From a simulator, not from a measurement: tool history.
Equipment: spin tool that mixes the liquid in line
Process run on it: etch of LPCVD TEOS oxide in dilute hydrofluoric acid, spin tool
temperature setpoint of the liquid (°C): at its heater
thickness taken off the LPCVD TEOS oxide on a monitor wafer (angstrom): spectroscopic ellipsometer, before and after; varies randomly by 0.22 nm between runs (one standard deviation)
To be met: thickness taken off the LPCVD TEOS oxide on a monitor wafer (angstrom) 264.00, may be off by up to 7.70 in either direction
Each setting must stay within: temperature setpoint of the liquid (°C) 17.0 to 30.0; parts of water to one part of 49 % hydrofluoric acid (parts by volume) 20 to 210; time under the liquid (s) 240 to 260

run	hour	temperature setpoint of the liquid (°C)	parts of water to one part of 49 % hydrofluoric acid (parts by volume)	time under the liquid (s)	thickness taken off the LPCVD TEOS oxide on a monitor wafer (angstrom)
1	0.0	22.0	115	240	381.41
2	1.8	22.0	115	260	412.68
3	10.8	19.0	115	260	363.59
4	16.6	18.5	120	260	336.25
5	21.4	18.0	125	260	320.41
6	22.2	18.0	130	260	305.91
7	28.3	18.0	135	260	296.94
8	30.7	17.5	140	260	274.56

5 next moves are on the table. One of them brings every result within its allowed miss. Which?
A	33.1	19.0	145	260	?
B	33.1	20.5	140	240	?
C	33.1	19.5	165	250	?
D	33.1	17.5	135	255	?
E	33.1	17.0	140	255	?

move	thickness taken off the LPCVD TEOS oxide on a monitor wafer (angstrom)
A	282.28
B	288.10
C	238.44
D	282.58
E	265.62
A: further off than the last run
B: further off than the last run
C: takes the biggest miss from the last run beyond its target
D: further off than the last run
E: every result lands within tolerance
E meets every target.

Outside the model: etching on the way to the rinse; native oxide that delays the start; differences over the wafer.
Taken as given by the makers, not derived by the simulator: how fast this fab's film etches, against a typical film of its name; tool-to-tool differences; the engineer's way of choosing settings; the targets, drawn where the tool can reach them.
